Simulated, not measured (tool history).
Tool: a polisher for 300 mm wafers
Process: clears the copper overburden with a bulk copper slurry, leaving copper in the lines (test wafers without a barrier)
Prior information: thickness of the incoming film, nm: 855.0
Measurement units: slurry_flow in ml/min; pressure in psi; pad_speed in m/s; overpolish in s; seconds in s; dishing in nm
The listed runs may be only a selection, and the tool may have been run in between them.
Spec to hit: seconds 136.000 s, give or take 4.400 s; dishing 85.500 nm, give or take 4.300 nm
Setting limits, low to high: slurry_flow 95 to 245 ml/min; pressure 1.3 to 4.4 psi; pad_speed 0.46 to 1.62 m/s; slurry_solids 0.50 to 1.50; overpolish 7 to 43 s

run	hour	slurry_flow	pressure	pad_speed	slurry_solids	overpolish	seconds	dishing
1	0.0	155	2.8	1.04	1.00	22	90.939	93.268
2	2.8	155	2.1	1.04	1.00	22	120.650	74.566
3	10.6	155	2.1	1.04	1.00	23	124.110	75.057
4	14.2	155	2.6	1.04	1.00	23	99.440	88.634
5	22.4	155	2.6	0.80	1.00	23	128.140	76.213
6	29.8	155	2.6	0.80	1.00	24	127.500	80.026
7	31.2	145	2.6	0.80	1.00	26	130.640	79.759
8	33.2	145	2.6	0.80	1.00	27	129.760	84.102
9	36.6	135	2.6	0.80	1.00	28	128.790	85.331

5 candidate next runs follow, results not yet known. Just one meets every target within its allowed miss. Identify it.
A	40.0	95	3.1	0.82	0.85	26	?	?
B	40.0	130	3.5	0.58	1.00	27	?	?
C	40.0	140	2.5	0.92	1.10	26	?	?
D	40.0	145	2.8	0.78	1.05	24	?	?
E	40.0	150	3.2	0.74	0.75	28	?	?

move	seconds	dishing
A	119.260	92.083
B	134.720	89.307
C	116.180	89.885
D	122.710	85.115
E	121.670	95.383
A: further off than the last run
B: every result lands within tolerance
C: further off than the last run
D: further off than the last run
E: further off than the last run
The move that meets every target is B.

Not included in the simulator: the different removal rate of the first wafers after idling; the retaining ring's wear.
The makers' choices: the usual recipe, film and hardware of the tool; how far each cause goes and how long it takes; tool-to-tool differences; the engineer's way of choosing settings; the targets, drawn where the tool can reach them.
